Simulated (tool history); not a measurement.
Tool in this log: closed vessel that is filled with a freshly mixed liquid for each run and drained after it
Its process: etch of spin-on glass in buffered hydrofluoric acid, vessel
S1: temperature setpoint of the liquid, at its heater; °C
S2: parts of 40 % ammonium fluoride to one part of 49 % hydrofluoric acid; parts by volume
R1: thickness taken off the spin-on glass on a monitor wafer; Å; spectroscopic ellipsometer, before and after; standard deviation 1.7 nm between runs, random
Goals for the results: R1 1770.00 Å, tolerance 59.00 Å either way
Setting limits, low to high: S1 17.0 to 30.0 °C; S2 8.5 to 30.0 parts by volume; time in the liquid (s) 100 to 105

{"run": 1, "hour": 0.0, "S1": 22.0, "S2": 23.5, "time in the liquid (s)": 100, "R1": 799.8}
{"run": 2, "hour": 2.1, "S1": 19.0, "S2": 23.5, "time in the liquid (s)": 100, "R1": 688.97}
{"run": 3, "hour": 5.4, "S1": 22.0, "S2": 19.5, "time in the liquid (s)": 100, "R1": 921.7}
{"run": 4, "hour": 9.7, "S1": 22.0, "S2": 19.5, "time in the liquid (s)": 105, "R1": 963.69}
{"run": 5, "hour": 14.3, "S1": 24.0, "S2": 17.5, "time in the liquid (s)": 105, "R1": 1195.1}
{"run": 6, "hour": 15.4, "S1": 24.0, "S2": 24.0, "time in the liquid (s)": 105, "R1": 930.43}
{"run": 7, "hour": 16.9, "S1": 25.5, "S2": 21.0, "time in the liquid (s)": 105, "R1": 1118.9}
{"run": 8, "hour": 18.9, "S1": 29.5, "S2": 13.5, "time in the liquid (s)": 105, "R1": 2053.9}
{"run": 9, "hour": 26.1, "S1": 29.0, "S2": 13.5, "time in the liquid (s)": 105, "R1": 2002.7}
{"run": 10, "hour": 34.1, "S1": 28.5, "S2": 13.5, "time in the liquid (s)": 105, "R1": 1946.1}
{"run": 11, "hour": 39.8, "S1": 28.5, "S2": 13.5, "time in the liquid (s)": 105, "R1": 1977.3}
{"run": 12, "hour": 45.6, "S1": 28.0, "S2": 13.5, "time in the liquid (s)": 105, "R1": 1931.0}

Which single option among these 4 for the next run brings every result within its allowed miss of target? Just one does.
{"run": "A", "hour": 51.4, "S1": 28.0, "S2": 12.5, "time in the liquid (s)": 105, "R1": "?"}
{"run": "B", "hour": 51.4, "S1": 26.5, "S2": 12.0, "time in the liquid (s)": 100, "R1": "?"}
{"run": "C", "hour": 51.4, "S1": 28.0, "S2": 14.0, "time in the liquid (s)": 100, "R1": "?"}
{"run": "D", "hour": 51.4, "S1": 28.0, "S2": 15.0, "time in the liquid (s)": 100, "R1": "?"}

move=A R1=2034.00
move=B R1=1860.70
move=C R1=1733.80
move=D R1=1620.40
A: further off than the last run
B: nearer the targets than the last run, but a result is still out of spec
C: all results land within tolerance of their targets
D: takes the biggest miss from the last run beyond its target
C is the move that brings every result within its allowed miss.
